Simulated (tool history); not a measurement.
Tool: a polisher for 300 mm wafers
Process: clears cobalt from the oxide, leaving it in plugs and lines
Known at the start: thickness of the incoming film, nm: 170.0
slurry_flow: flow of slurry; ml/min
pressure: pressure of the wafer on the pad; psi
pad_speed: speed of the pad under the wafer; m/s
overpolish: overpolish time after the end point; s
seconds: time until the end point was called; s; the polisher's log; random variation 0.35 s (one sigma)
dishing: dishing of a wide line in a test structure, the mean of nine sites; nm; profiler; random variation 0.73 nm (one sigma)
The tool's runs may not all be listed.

run 1 hour=0.0 | slurry_flow=170 pressure=1.7 pad_speed=0.96 overpolish=15 | seconds=31.558 dishing=43.826
run 2 hour=6.3 | slurry_flow=170 pressure=2.1 pad_speed=0.96 overpolish=15 | seconds=25.685 dishing=46.113
run 3 hour=7.1 | slurry_flow=170 pressure=2.1 pad_speed=0.96 overpolish=21 | seconds=25.983 dishing=53.570
run 4 hour=12.1 | slurry_flow=170 pressure=2.1 pad_speed=0.74 overpolish=21 | seconds=34.016 dishing=49.814
run 5 hour=14.5 | slurry_flow=170 pressure=2.1 pad_speed=0.74 overpolish=18 | seconds=34.009 dishing=46.548
run 6 hour=22.3 | slurry_flow=165 pressure=2.1 pad_speed=0.74 overpolish=15 | seconds=33.899 dishing=40.190
run 7 hour=25.6 | slurry_flow=165 pressure=2.1 pad_speed=0.74 overpolish=14 | seconds=33.563 dishing=40.574
run 8 hour=27.8 | slurry_flow=165 pressure=2.1 pad_speed=0.74 overpolish=12 | seconds=34.360 dishing=38.344

The next listed run, before its measurement:
run 9 hour=35.3 | slurry_flow=165 pressure=2.1 pad_speed=0.74 overpolish=10 | seconds=? dishing=?

Run 9 gave seconds 34.134 s, dishing 32.818 nm.
